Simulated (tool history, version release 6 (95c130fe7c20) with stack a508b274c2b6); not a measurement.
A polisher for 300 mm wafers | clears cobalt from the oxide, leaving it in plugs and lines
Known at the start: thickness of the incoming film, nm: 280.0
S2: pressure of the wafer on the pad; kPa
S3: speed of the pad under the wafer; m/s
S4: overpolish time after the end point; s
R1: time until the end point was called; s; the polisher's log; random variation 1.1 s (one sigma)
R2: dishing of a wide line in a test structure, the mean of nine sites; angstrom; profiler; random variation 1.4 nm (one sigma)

{"run": 1, "hour": 0.0, "flow of slurry (ml/min)": 195, "S2": 12.4, "S3": 1.06, "S4": 23, "R1": 47.995, "R2": 591.27}
{"run": 2, "hour": 3.2, "flow of slurry (ml/min)": 195, "S2": 11.7, "S3": 1.04, "S4": 25, "R1": 50.041, "R2": 583.43}
{"run": 3, "hour": 7.3, "flow of slurry (ml/min)": 195, "S2": 11.7, "S3": 1.3, "S4": 25, "R1": 41.107, "R2": 601.69}
{"run": 4, "hour": 14.9, "flow of slurry (ml/min)": 195, "S2": 10.3, "S3": 1.26, "S4": 29, "R1": 46.142, "R2": 621.55}
{"run": 5, "hour": 16.1, "flow of slurry (ml/min)": 195, "S2": 8.3, "S3": 1.26, "S4": 29, "R1": 59.839, "R2": 609.21}
{"run": 6, "hour": 17.1, "flow of slurry (ml/min)": 195, "S2": 8.3, "S3": 1.26, "S4": 24, "R1": 59.8, "R2": 551.98}
{"run": 7, "hour": 17.8, "flow of slurry (ml/min)": 195, "S2": 8.3, "S3": 1.26, "S4": 26, "R1": 59.103, "R2": 559.89}

The next listed run, before its measurement:
{"run": 8, "hour": 21.8, "flow of slurry (ml/min)": 195, "S2": 8.3, "S3": 1.26, "S4": 28, "R1": "?", "R2": "?"}

R1: 59.784 s
R2: 573.55 angstrom

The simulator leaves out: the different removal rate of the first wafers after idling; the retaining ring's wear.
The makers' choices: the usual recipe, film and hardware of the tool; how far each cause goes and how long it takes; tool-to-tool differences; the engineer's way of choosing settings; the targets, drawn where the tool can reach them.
